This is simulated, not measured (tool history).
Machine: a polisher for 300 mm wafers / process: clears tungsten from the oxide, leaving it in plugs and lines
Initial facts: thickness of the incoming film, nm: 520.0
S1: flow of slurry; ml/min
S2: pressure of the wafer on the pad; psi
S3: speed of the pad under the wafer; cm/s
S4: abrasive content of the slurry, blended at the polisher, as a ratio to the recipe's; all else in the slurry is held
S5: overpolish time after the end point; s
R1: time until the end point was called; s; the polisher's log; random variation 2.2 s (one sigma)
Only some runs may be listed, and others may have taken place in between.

run 1 hour=0 | S1=210 S2=3.5 S3=138 S4=1 S5=7 | R1=83.658
run 2 hour=8.2 | S1=210 S2=3.3 S3=136 S4=1 S5=7 | R1=91.97
run 3 hour=15.3 | S1=210 S2=3.2 S3=136 S4=1 S5=7 | R1=92.617
run 4 hour=19.8 | S1=185 S2=3.2 S3=136 S4=1 S5=7 | R1=98.058
run 5 hour=25.5 | S1=185 S2=3.2 S3=136 S4=0.9 S5=7 | R1=97.45
run 6 hour=26.6 | S1=185 S2=3.1 S3=136 S4=0.9 S5=7 | R1=100.66
run 7 hour=33.3 | S1=185 S2=3 S3=136 S4=0.9 S5=7 | R1=106.75
run 8 hour=39 | S1=185 S2=2.9 S3=136 S4=0.9 S5=7 | R1=106.84

Run 9 comes next. What will it give?
run 9 hour=39.8 | S1=185 S2=2.8 S3=136 S4=0.9 S5=7 | R1=?

{"run 9": {"R1": 103.62}}
